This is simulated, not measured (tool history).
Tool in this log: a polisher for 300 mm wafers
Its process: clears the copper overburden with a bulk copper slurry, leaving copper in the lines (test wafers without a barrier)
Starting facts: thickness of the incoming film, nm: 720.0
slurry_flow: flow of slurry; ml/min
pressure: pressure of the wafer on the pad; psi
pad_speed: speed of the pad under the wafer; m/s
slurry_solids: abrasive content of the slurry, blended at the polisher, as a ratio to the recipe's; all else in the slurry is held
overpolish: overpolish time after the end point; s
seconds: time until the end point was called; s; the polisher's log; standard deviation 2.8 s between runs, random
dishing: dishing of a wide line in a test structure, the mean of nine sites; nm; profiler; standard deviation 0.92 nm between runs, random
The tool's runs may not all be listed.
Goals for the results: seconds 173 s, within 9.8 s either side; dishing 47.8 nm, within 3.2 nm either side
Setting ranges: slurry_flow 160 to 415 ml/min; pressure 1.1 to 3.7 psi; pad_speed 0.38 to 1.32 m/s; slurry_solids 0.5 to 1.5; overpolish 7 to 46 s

run  hour  slurry_flow  pressure  pad_speed  slurry_solids  overpolish  seconds  dishing
  1     0          265       2.4       0.84              1          24   126.19   60.945
  2   3.5          265       2.4       0.64              1          24   163.87    54.31
  3   6.6          265       2.4       0.76              1          24   136.84   56.704
  4  14.4          265       2.8       0.76              1          24   116.53   64.861
  5  23.1          265       2.8       0.76           0.85          24   119.03   63.544
  6  25.2          265       3.3       0.76           0.85          24   99.183   68.236
  7  33.5          265       3.2       0.76           0.85          24   105.73   68.696
  8  40.2          265       3.1       0.76           0.85          24    106.4   67.064

Below are 4 possible settings for the next run. Only one of them brings all results inside the allowed miss of their targets. Which is it?
  A  46.9          230       2.6       0.54            0.9          24        ?        ?
  B  46.9          280       2.7        0.7            0.8          46        ?        ?
  C  46.9          295       2.9       0.66            0.9          22        ?        ?
  D  46.9          280         3       0.68            0.9          24        ?        ?

move  seconds  dishing
   A   174.82   48.177
   B    133.1   79.143
   C   128.66   56.199
   D   121.62   61.509
A: all results land within tolerance of their targets
B: misses by more than the last run did
C: better than the last run, though not everything is in spec
D: better than the last run, though not everything is in spec
A is the move that brings every result within its allowed miss.

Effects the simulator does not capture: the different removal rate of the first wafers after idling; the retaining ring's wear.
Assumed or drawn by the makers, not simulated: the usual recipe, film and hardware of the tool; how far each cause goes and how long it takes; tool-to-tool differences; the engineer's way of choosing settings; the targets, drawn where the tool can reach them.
